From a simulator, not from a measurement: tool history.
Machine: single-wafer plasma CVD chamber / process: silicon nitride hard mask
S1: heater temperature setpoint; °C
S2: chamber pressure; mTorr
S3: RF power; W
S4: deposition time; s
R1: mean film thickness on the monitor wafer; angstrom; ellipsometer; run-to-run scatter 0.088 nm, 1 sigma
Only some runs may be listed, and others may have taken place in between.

run	hour	S1	S2	S3	S4	R1
1	0	400	1140	285	48.8	465.72
2	1.4	400	1100	285	48.8	458.64
3	10	400	1100	305	48.8	476.96
4	11.9	400	1100	305	48.8	478.69
5	17.2	400	1040	305	48.8	468.18
6	24.9	407	1040	305	48.8	464.26
7	27.2	408	1010	305	48.8	460.12

What does the tool deliver on the next run?
8	36.1	408	980	305	48.8	?

For run 8 the tool returned R1 452.45 angstrom.
